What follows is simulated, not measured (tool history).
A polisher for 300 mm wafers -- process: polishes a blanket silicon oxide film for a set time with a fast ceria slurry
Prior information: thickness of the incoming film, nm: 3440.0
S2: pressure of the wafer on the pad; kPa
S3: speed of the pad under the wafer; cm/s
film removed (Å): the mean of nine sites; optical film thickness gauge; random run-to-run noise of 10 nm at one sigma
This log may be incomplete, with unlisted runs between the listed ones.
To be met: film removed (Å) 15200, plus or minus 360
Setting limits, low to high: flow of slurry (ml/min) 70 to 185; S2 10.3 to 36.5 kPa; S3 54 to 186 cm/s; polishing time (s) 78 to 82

run 1 hour=0 | flow_of_slurry_(ml/min)=120 S2=23.4 S3=118 polishing_time_(s)=78 | film_removed_(Å)=18220
run 2 hour=3.7 | flow_of_slurry_(ml/min)=120 S2=23.4 S3=118 polishing_time_(s)=78 | film_removed_(Å)=18116
run 3 hour=8.5 | flow_of_slurry_(ml/min)=140 S2=23.4 S3=118 polishing_time_(s)=78 | film_removed_(Å)=18743
run 4 hour=10.7 | flow_of_slurry_(ml/min)=140 S2=23.4 S3=118 polishing_time_(s)=82 | film_removed_(Å)=19697
run 5 hour=15.9 | flow_of_slurry_(ml/min)=140 S2=23.4 S3=118 polishing_time_(s)=82 | film_removed_(Å)=19765
run 6 hour=22.9 | flow_of_slurry_(ml/min)=140 S2=23.4 S3=118 polishing_time_(s)=82 | film_removed_(Å)=19844
run 7 hour=29.5 | flow_of_slurry_(ml/min)=135 S2=22.8 S3=118 polishing_time_(s)=82 | film_removed_(Å)=18920
run 8 hour=35.7 | flow_of_slurry_(ml/min)=130 S2=22.1 S3=118 polishing_time_(s)=82 | film_removed_(Å)=18215
run 9 hour=40.9 | flow_of_slurry_(ml/min)=100 S2=18.6 S3=118 polishing_time_(s)=82 | film_removed_(Å)=14510

Consider the 4 candidate settings below. Which is the only one whose results all fall within their allowed miss of target?
run A hour=46.1 | flow_of_slurry_(ml/min)=100 S2=22.1 S3=116 polishing_time_(s)=78 | film_removed_(Å)=?
run B hour=46.1 | flow_of_slurry_(ml/min)=125 S2=18.6 S3=122 polishing_time_(s)=82 | film_removed_(Å)=?
run C hour=46.1 | flow_of_slurry_(ml/min)=90 S2=19.3 S3=126 polishing_time_(s)=80 | film_removed_(Å)=?
run D hour=46.1 | flow_of_slurry_(ml/min)=115 S2=18.6 S3=106 polishing_time_(s)=82 | film_removed_(Å)=?

move=A film_removed_(Å)=16058
move=B film_removed_(Å)=15928
move=C film_removed_(Å)=15189
move=D film_removed_(Å)=13629
A: the result that was furthest off in the last run now lies on the other side of its target
B: the result that was furthest off in the last run now lies on the other side of its target
C: all results land within tolerance of their targets
D: the biggest miss grows against the last run
So the answer is move C, the one that meets all the targets.
